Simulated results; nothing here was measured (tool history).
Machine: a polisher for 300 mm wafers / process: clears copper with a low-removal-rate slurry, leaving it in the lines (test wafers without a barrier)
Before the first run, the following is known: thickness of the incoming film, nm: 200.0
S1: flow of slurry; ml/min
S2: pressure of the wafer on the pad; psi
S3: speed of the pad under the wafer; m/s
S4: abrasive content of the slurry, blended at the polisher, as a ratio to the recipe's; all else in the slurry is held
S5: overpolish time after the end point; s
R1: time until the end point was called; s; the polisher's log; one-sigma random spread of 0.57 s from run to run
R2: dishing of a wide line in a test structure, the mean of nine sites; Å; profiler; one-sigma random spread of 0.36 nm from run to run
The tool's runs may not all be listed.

run	hour	S1	S2	S3	S4	S5	R1	R2
1	0.0	285	2.0	1.16	1.0	11	67.044	205.22
2	3.1	285	2.0	1.16	1.1	11	65.732	206.85
3	8.8	285	1.6	1.16	1.1	11	81.548	175.06
4	11.7	320	1.6	1.16	1.1	11	79.838	178.28
5	12.4	320	1.6	1.16	1.0	11	82.504	170.81
6	14.3	320	1.8	1.16	1.0	12	73.130	203.81
7	18.4	320	1.9	1.16	1.0	13	68.429	225.37

Run 8 is up next; what results do you expect?
8	21.1	320	2.4	1.18	1.0	15	?	?

R1: 53.878 s
R2: 300.95 Å
